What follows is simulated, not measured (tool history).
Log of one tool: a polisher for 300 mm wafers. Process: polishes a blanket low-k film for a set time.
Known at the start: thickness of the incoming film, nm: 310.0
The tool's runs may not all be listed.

run,hour,flow of slurry (ml/min),pressure of the wafer on the pad (psi),speed of the pad under the wafer (m/s),abrasive content of the slurry,polishing time (s),film removed (nm)
1,0.0,215,1.4,1.08,1.00,21,7.7247
2,3.6,215,1.4,1.08,1.00,21,7.7861
3,5.8,215,1.4,1.08,1.00,21,7.7669
4,10.4,215,1.4,1.08,0.80,21,7.4347
5,13.2,215,1.4,0.98,0.80,21,6.7817
6,16.8,215,1.4,0.98,0.65,21,6.4078
7,19.7,210,1.2,0.94,0.65,21,5.3863
8,24.3,205,1.1,0.90,0.65,21,4.7702
9,28.5,200,1.0,0.88,0.65,21,4.2762
10,29.5,190,0.9,0.88,0.65,21,3.8833
11,31.9,180,0.8,0.88,0.65,21,3.4235

Run 12 comes next. What will it give?
12,34.5,170,0.8,0.88,0.65,21,?

film removed (nm): 3.3926

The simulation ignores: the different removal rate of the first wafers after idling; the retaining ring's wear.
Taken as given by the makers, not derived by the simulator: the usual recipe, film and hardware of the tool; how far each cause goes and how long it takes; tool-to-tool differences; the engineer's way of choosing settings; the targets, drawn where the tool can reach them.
